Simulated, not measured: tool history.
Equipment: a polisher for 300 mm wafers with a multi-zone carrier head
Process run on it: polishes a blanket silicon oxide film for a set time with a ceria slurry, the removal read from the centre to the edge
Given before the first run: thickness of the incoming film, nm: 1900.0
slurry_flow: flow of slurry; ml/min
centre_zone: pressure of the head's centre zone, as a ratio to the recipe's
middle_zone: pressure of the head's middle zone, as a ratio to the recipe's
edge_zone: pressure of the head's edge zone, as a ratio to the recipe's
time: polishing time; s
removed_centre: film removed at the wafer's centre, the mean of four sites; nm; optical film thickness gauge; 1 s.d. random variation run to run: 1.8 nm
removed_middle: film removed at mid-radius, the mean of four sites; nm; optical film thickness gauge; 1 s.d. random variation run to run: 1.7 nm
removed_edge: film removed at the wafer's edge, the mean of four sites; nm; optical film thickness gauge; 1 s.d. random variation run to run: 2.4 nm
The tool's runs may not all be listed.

{"run": 1, "hour": 0.0, "slurry_flow": 245, "centre_zone": 1, "middle_zone": 1, "edge_zone": 1, "time": 85, "removed_centre": 248.32, "removed_middle": 243.62, "removed_edge": 244.04}
{"run": 2, "hour": 4.2, "slurry_flow": 240, "centre_zone": 1, "middle_zone": 0.96, "edge_zone": 0.98, "time": 82, "removed_centre": 239.94, "removed_middle": 227.25, "removed_edge": 232.87}
{"run": 3, "hour": 7.8, "slurry_flow": 240, "centre_zone": 1, "middle_zone": 0.96, "edge_zone": 0.98, "time": 89, "removed_centre": 257.17, "removed_middle": 250.24, "removed_edge": 253.06}
{"run": 4, "hour": 13.3, "slurry_flow": 240, "centre_zone": 1, "middle_zone": 0.96, "edge_zone": 0.94, "time": 89, "removed_centre": 258.58, "removed_middle": 248.21, "removed_edge": 250.83}
{"run": 5, "hour": 17.6, "slurry_flow": 185, "centre_zone": 1, "middle_zone": 0.96, "edge_zone": 0.94, "time": 89, "removed_centre": 244.8, "removed_middle": 241.71, "removed_edge": 243.84}
{"run": 6, "hour": 23.9, "slurry_flow": 185, "centre_zone": 0.94, "middle_zone": 0.96, "edge_zone": 0.94, "time": 89, "removed_centre": 235.23, "removed_middle": 238.29, "removed_edge": 237.04}

Expected results for the next run?
{"run": 7, "hour": 28.0, "slurry_flow": 195, "centre_zone": 0.95, "middle_zone": 0.93, "edge_zone": 0.93, "time": 85, "removed_centre": "?", "removed_middle": "?", "removed_edge": "?"}

{"run 7": {"removed_centre": 230.46, "removed_middle": 223.7, "removed_edge": 229.2}}
